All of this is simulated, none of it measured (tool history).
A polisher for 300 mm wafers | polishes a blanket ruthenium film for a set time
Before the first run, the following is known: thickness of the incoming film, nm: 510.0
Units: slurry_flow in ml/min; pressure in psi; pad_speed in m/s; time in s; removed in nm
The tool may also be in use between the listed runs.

run 1 hour=0.0 | slurry_flow=315 pressure=2.4 pad_speed=0.80 time=55 | removed=58.275
run 2 hour=6.9 | slurry_flow=315 pressure=2.7 pad_speed=0.82 time=55 | removed=65.467
run 3 hour=13.2 | slurry_flow=315 pressure=2.2 pad_speed=0.82 time=55 | removed=54.371
run 4 hour=19.9 | slurry_flow=315 pressure=2.2 pad_speed=0.72 time=55 | removed=48.271
run 5 hour=25.1 | slurry_flow=315 pressure=2.5 pad_speed=0.76 time=55 | removed=57.424
run 6 hour=28.0 | slurry_flow=315 pressure=2.1 pad_speed=0.76 time=55 | removed=48.085
-- hour=30.2 worn pad replaced by a new one
run 7 hour=30.2 | slurry_flow=315 pressure=2.4 pad_speed=0.78 time=55 | removed=62.055

For run 8, what comes out?
run 8 hour=35.3 | slurry_flow=315 pressure=2.6 pad_speed=0.78 time=55 | removed=?

{"run 8": {"removed": 68.536}}
